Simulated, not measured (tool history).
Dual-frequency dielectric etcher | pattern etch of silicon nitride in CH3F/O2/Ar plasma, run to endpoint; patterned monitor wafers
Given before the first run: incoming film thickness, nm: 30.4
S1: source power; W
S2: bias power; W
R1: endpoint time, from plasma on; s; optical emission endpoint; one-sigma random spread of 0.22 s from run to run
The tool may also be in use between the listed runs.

run	day	S1	S2	R1
1	0.000	530	92	32.415
2	0.342	580	92	31.755
3	0.612	510	92	33.315
4	0.696	510	76	35.140
5	0.958	510	91	33.213
6	1.325	560	91	31.875
7	1.604	530	90	32.949
8	1.754	500	89	33.973
9	1.946	480	88	34.784
10	2.046	470	88	35.194

Run 11 is up next; what results do you expect?
11	2.388	460	88	?

{"run 11": {"R1": 35.353}}
